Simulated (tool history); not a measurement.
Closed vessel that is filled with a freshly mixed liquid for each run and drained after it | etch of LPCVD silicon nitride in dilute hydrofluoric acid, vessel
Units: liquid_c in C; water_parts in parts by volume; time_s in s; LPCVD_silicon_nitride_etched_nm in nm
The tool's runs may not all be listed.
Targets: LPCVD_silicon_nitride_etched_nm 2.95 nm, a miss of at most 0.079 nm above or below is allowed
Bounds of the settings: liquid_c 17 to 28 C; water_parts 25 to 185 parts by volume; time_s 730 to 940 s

| run | hour | liquid_c | water_parts | time_s | LPCVD_silicon_nitride_etched_nm |
|---|---|---|---|---|---|
| 1 | 0 | 20 | 105 | 940 | 3.3577 |
| 2 | 3.7 | 23 | 105 | 940 | 4.1748 |
| 3 | 6.1 | 22 | 105 | 940 | 3.9541 |
| 4 | 12.2 | 21.5 | 105 | 940 | 3.7962 |
| 5 | 16.4 | 21 | 105 | 940 | 3.689 |
| 6 | 21.7 | 20.5 | 105 | 940 | 3.5005 |
| 7 | 29.6 | 20 | 105 | 940 | 3.4378 |
| 8 | 37.4 | 19.5 | 105 | 940 | 3.2965 |
| 9 | 42.7 | 19 | 105 | 940 | 3.2059 |
| 10 | 49.1 | 18.5 | 105 | 940 | 3.0902 |

5 candidate next runs follow, results not yet known. Just one meets every target within its allowed miss. Identify it.
| A | 55.5 | 20 | 105 | 805 | ? |
| B | 55.5 | 17 | 90 | 920 | ? |
| C | 55.5 | 19.5 | 100 | 750 | ? |
| D | 55.5 | 18 | 100 | 940 | ? |
| E | 55.5 | 21 | 115 | 775 | ? |

| move | LPCVD_silicon_nitride_etched_nm |
|---|---|
| A | 2.933 |
| B | 3.1661 |
| C | 2.7698 |
| D | 3.1312 |
| E | 2.764 |
A: in spec on every target
B: the biggest miss grows against the last run
C: carries the result that was furthest off beyond its target, to the other side
D: the biggest miss grows against the last run
E: carries the result that was furthest off beyond its target, to the other side
The right move is A.
